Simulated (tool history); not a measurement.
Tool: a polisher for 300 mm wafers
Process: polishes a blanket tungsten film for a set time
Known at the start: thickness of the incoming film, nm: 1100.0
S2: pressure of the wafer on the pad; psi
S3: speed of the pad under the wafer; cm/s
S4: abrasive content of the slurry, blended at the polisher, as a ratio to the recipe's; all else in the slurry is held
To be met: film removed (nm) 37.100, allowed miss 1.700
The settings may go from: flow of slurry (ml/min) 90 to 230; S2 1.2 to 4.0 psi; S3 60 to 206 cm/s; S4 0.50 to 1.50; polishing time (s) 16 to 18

{"run": 1, "day": 0.0, "flow of slurry (ml/min)": 150, "S2": 2.6, "S3": 132, "S4": 1.0, "polishing time (s)": 18, "film removed (nm)": 66.406}
{"run": 2, "day": 0.146, "flow of slurry (ml/min)": 150, "S2": 2.4, "S3": 132, "S4": 1.0, "polishing time (s)": 18, "film removed (nm)": 60.438}
{"run": 3, "day": 0.388, "flow of slurry (ml/min)": 150, "S2": 2.3, "S3": 132, "S4": 1.0, "polishing time (s)": 18, "film removed (nm)": 56.494}
{"run": 4, "day": 0.508, "flow of slurry (ml/min)": 150, "S2": 2.2, "S3": 132, "S4": 1.0, "polishing time (s)": 18, "film removed (nm)": 55.168}
{"run": 5, "day": 0.717, "flow of slurry (ml/min)": 150, "S2": 2.2, "S3": 132, "S4": 1.0, "polishing time (s)": 18, "film removed (nm)": 56.471}
{"run": 6, "day": 0.738, "flow of slurry (ml/min)": 150, "S2": 2.1, "S3": 132, "S4": 1.0, "polishing time (s)": 18, "film removed (nm)": 53.4}
{"run": 7, "day": 0.883, "flow of slurry (ml/min)": 150, "S2": 2.0, "S3": 132, "S4": 1.0, "polishing time (s)": 18, "film removed (nm)": 50.891}
{"run": 8, "day": 1.054, "flow of slurry (ml/min)": 150, "S2": 1.9, "S3": 132, "S4": 1.0, "polishing time (s)": 18, "film removed (nm)": 47.114}
{"run": 9, "day": 1.225, "flow of slurry (ml/min)": 150, "S2": 1.8, "S3": 132, "S4": 1.0, "polishing time (s)": 18, "film removed (nm)": 45.718}
{"run": 10, "day": 1.417, "flow of slurry (ml/min)": 150, "S2": 1.7, "S3": 132, "S4": 1.0, "polishing time (s)": 18, "film removed (nm)": 43.808}

5 next moves are on the table. One of them brings every result within its allowed miss. Which?
{"run": "A", "day": 1.608, "flow of slurry (ml/min)": 140, "S2": 1.5, "S3": 128, "S4": 1.05, "polishing time (s)": 16, "film removed (nm)": "?"}
{"run": "B", "day": 1.608, "flow of slurry (ml/min)": 155, "S2": 1.4, "S3": 134, "S4": 1.05, "polishing time (s)": 16, "film removed (nm)": "?"}
{"run": "C", "day": 1.608, "flow of slurry (ml/min)": 155, "S2": 1.8, "S3": 120, "S4": 0.9, "polishing time (s)": 16, "film removed (nm)": "?"}
{"run": "D", "day": 1.608, "flow of slurry (ml/min)": 140, "S2": 1.8, "S3": 102, "S4": 1.0, "polishing time (s)": 16, "film removed (nm)": "?"}
{"run": "E", "day": 1.608, "flow of slurry (ml/min)": 150, "S2": 1.9, "S3": 148, "S4": 1.0, "polishing time (s)": 16, "film removed (nm)": "?"}

move=A film_removed_(nm)=32.848
move=B film_removed_(nm)=32.573
move=C film_removed_(nm)=35.964
move=D film_removed_(nm)=31.204
move=E film_removed_(nm)=47.157
A: takes the result that was furthest off past its target
B: takes the result that was furthest off past its target
C: meets every target
D: takes the result that was furthest off past its target
E: further off than the last run
Answer: C
